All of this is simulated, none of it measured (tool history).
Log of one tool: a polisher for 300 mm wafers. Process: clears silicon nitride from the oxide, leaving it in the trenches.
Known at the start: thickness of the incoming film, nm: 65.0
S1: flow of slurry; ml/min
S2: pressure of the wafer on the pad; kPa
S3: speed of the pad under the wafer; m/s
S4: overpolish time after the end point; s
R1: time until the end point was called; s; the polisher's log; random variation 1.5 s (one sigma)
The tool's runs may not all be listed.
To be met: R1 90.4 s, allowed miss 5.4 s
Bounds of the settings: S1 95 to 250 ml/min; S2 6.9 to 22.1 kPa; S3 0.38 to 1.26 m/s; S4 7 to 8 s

{"run": 1, "hour": 0.0, "S1": 160, "S2": 14.5, "S3": 0.82, "S4": 8, "R1": 144.44}
{"run": 2, "hour": 1.4, "S1": 160, "S2": 15.9, "S3": 0.84, "S4": 8, "R1": 126.3}
{"run": 3, "hour": 9.0, "S1": 160, "S2": 13.8, "S3": 0.84, "S4": 8, "R1": 146.3}
{"run": 4, "hour": 15.8, "S1": 160, "S2": 15.2, "S3": 0.86, "S4": 8, "R1": 128.93}
{"run": 5, "hour": 24.6, "S1": 160, "S2": 12.4, "S3": 0.86, "S4": 8, "R1": 154.16}
{"run": 6, "hour": 26.7, "S1": 160, "S2": 12.4, "S3": 0.86, "S4": 7, "R1": 159.27}
{"hour": 35.8, "done": "slurry nozzle cleaned"}
{"run": 7, "hour": 35.8, "S1": 165, "S2": 16.5, "S3": 0.92, "S4": 7, "R1": 98.494}
{"run": 8, "hour": 37.4, "S1": 170, "S2": 16.5, "S3": 0.92, "S4": 7, "R1": 102.76}
{"run": 9, "hour": 43.9, "S1": 170, "S2": 17.2, "S3": 0.92, "S4": 7, "R1": 97.061}

5 next moves are on the table. One of them brings every result within its allowed miss. Which?
{"run": "A", "hour": 50.4, "S1": 185, "S2": 17.9, "S3": 1.04, "S4": 8, "R1": "?"}
{"run": "B", "hour": 50.4, "S1": 160, "S2": 16.5, "S3": 0.88, "S4": 7, "R1": "?"}
{"run": "C", "hour": 50.4, "S1": 185, "S2": 20.7, "S3": 0.84, "S4": 8, "R1": "?"}
{"run": "D", "hour": 50.4, "S1": 170, "S2": 20, "S3": 0.78, "S4": 8, "R1": "?"}
{"run": "E", "hour": 50.4, "S1": 200, "S2": 17.2, "S3": 1.06, "S4": 8, "R1": "?"}

move=A R1=82.608
move=B R1=107.65
move=C R1=88.428
move=D R1=99.557
move=E R1=83.293
A: takes the result that was furthest off past its target
B: further off than the last run
C: meets every target
D: further off than the last run
E: takes the result that was furthest off past its target
Answer: C
